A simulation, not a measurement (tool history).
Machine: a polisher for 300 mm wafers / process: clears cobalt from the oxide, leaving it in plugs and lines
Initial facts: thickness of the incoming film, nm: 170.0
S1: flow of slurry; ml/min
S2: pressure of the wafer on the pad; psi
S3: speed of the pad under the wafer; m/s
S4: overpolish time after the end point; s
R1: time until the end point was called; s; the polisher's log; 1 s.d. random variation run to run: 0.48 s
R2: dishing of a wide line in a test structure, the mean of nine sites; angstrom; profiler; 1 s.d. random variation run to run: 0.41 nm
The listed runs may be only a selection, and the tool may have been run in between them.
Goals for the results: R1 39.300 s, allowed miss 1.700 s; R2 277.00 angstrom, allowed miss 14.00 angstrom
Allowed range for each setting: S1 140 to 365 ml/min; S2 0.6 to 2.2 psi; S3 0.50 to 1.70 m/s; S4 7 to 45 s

{"run": 1, "day": 0.0, "S1": 235, "S2": 1.4, "S3": 1.1, "S4": 23, "R1": 51.622, "R2": 529.22}
{"run": 2, "day": 0.271, "S1": 235, "S2": 1.7, "S3": 1.1, "S4": 23, "R1": 45.218, "R2": 570.03}
{"run": 3, "day": 0.312, "S1": 230, "S2": 1.9, "S3": 1.02, "S4": 18, "R1": 45.752, "R2": 505.5}
{"run": 4, "day": 0.667, "S1": 230, "S2": 2.2, "S3": 1.02, "S4": 18, "R1": 40.701, "R2": 531.7}
{"run": 5, "day": 0.746, "S1": 230, "S2": 2.2, "S3": 1.02, "S4": 24, "R1": 41.391, "R2": 627.73}
{"run": 6, "day": 0.988, "S1": 230, "S2": 2.0, "S3": 1.02, "S4": 24, "R1": 45.184, "R2": 611.97}
{"run": 7, "day": 1.108, "S1": 205, "S2": 2.2, "S3": 0.9, "S4": 13, "R1": 48.097, "R2": 390.39}
{"run": 8, "day": 1.45, "S1": 185, "S2": 2.2, "S3": 0.96, "S4": 11, "R1": 44.799, "R2": 358.83}
{"run": 9, "day": 1.771, "S1": 170, "S2": 2.2, "S3": 1.0, "S4": 10, "R1": 42.735, "R2": 338.27}
{"run": 10, "day": 2.117, "S1": 160, "S2": 2.1, "S3": 1.04, "S4": 9, "R1": 44.624, "R2": 310.42}
{"run": 11, "day": 2.254, "S1": 155, "S2": 2.0, "S3": 1.1, "S4": 8, "R1": 42.116, "R2": 281.06}

Exactly one of the 4 candidate moves below puts every result within its allowed miss. Which one?
{"run": "A", "day": 2.392, "S1": 140, "S2": 1.9, "S3": 1.24, "S4": 7, "R1": "?", "R2": "?"}
{"run": "B", "day": 2.392, "S1": 140, "S2": 1.9, "S3": 1.14, "S4": 7, "R1": "?", "R2": "?"}
{"run": "C", "day": 2.392, "S1": 145, "S2": 1.9, "S3": 1.38, "S4": 7, "R1": "?", "R2": "?"}
{"run": "D", "day": 2.392, "S1": 195, "S2": 1.9, "S3": 0.98, "S4": 8, "R1": "?", "R2": "?"}

move=A R1=39.852 R2=279.98
move=B R1=43.246 R2=261.54
move=C R1=35.774 R2=305.83
move=D R1=48.431 R2=266.15
A: every result within its allowed miss
B: its largest miss is bigger than the last run's
C: the result that was furthest off in the last run now lies on the other side of its target
D: its largest miss is bigger than the last run's
So the answer is move A, the one that meets all the targets.
